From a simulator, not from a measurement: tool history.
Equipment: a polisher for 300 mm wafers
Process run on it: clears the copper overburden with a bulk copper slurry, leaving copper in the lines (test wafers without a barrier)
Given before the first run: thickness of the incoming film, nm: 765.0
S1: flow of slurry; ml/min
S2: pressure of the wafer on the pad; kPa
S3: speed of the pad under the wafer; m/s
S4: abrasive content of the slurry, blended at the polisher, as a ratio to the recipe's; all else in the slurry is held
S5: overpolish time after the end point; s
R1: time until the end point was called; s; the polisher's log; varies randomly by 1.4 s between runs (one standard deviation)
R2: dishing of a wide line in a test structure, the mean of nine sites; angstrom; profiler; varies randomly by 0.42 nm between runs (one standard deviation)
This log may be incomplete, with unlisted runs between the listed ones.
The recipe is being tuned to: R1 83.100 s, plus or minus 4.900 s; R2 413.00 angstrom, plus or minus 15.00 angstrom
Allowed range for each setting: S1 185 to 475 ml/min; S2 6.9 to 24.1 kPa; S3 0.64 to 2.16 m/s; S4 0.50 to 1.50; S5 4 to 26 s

run 1 hour=0.0 | S1=305 S2=15.2 S3=1.40 S4=1.00 S5=13 | R1=80.367 R2=518.04
run 2 hour=1.2 | S1=305 S2=15.2 S3=1.40 S4=1.00 S5=12 | R1=82.198 R2=498.89
run 3 hour=4.7 | S1=305 S2=15.2 S3=1.40 S4=1.00 S5=11 | R1=82.161 R2=490.28
run 4 hour=11.0 | S1=305 S2=15.2 S3=1.40 S4=0.85 S5=11 | R1=80.522 R2=493.20
run 5 hour=18.1 | S1=305 S2=15.2 S3=1.06 S4=0.85 S5=11 | R1=108.390 R2=421.63
run 6 hour=23.8 | S1=305 S2=15.2 S3=1.06 S4=0.85 S5=15 | R1=103.400 R2=484.74
run 7 hour=30.0 | S1=305 S2=15.9 S3=1.06 S4=0.85 S5=14 | R1=105.930 R2=490.51
run 8 hour=31.8 | S1=305 S2=15.9 S3=1.10 S4=0.85 S5=13 | R1=98.817 R2=477.83
run 9 hour=36.8 | S1=305 S2=15.9 S3=1.12 S4=0.85 S5=12 | R1=101.160 R2=468.57
run 10 hour=44.5 | S1=315 S2=19.3 S3=1.22 S4=0.90 S5=6 | R1=73.369 R2=376.23
run 11 hour=53.1 | S1=310 S2=17.2 S3=1.24 S4=0.85 S5=9 | R1=79.975 R2=442.56

Which of these 5 next moves meets every target?
run A hour=61.7 | S1=280 S2=15.2 S3=1.42 S4=0.75 S5=8 | R1=? R2=?
run B hour=61.7 | S1=320 S2=19.3 S3=1.16 S4=1.10 S5=9 | R1=? R2=?
run C hour=61.7 | S1=205 S2=18.6 S3=1.24 S4=0.80 S5=11 | R1=? R2=?
run D hour=61.7 | S1=380 S2=16.5 S3=1.38 S4=0.80 S5=11 | R1=? R2=?
run E hour=61.7 | S1=315 S2=16.5 S3=1.26 S4=0.85 S5=11 | R1=? R2=?

move=A R1=83.589 R2=408.05
move=B R1=75.153 R2=467.16
move=C R1=80.496 R2=496.77
move=D R1=76.219 R2=504.89
move=E R1=83.839 R2=483.84
A: hits every target within its allowed miss
B: its largest miss is bigger than the last run's
C: its largest miss is bigger than the last run's
D: its largest miss is bigger than the last run's
E: its largest miss is bigger than the last run's
A is the move that brings every result within its allowed miss.

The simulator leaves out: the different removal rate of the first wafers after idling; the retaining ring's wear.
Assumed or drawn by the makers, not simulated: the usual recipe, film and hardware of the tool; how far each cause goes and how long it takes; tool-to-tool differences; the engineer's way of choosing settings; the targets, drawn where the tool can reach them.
